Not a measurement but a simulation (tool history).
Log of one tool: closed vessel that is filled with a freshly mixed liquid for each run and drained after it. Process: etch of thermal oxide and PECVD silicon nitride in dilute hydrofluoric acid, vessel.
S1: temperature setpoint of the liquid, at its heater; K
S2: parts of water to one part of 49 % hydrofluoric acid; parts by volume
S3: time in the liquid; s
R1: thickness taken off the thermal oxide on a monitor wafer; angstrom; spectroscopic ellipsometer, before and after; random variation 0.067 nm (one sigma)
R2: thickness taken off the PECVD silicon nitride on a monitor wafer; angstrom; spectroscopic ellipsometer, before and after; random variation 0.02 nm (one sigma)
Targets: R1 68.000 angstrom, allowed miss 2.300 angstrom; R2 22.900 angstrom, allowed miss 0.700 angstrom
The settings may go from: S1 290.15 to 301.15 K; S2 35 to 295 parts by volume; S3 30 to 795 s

run  hour      S1   S2   S3       R1      R2
  1   0.0  293.15  165  405   98.259  32.178
  2   0.6  293.15  165  270   66.057  21.567
  3   8.7  293.15  125  270   89.047  28.198
  4  14.8  293.15  130  270   85.852  27.022
  5  20.6  293.15   85  270  138.690  40.981
  6  27.3  293.15   95  270  121.140  36.595
  7  30.4  293.15  105  270  109.440  33.297
  8  32.4  293.15  110  270  103.870  32.481
  9  34.7  293.15  115  270   98.506  30.764
 10  39.1  293.15  120  270   93.383  29.822
 11  47.5  293.15  125  270   90.576  28.440
 12  52.1  293.15  130  270   85.361  26.740

Which of these 5 next moves meets every target?
  A  56.7  293.65  135  305   ?   ?
  B  56.7  293.65  110  250   ?   ?
  C  56.7  299.15  165  205   ?   ?
  D  56.7  293.15  185  320   ?   ?
  E  56.7  295.65  165  230   ?   ?

move      R1      R2
   A  94.385  30.710
   B  97.578  30.748
   C  62.026  24.204
   D  67.278  22.927
   E  60.979  21.707
A: further off than the last run
B: further off than the last run
C: takes the result that was furthest off past its target
D: meets every target
E: takes the result that was furthest off past its target
Move D is the one to make.
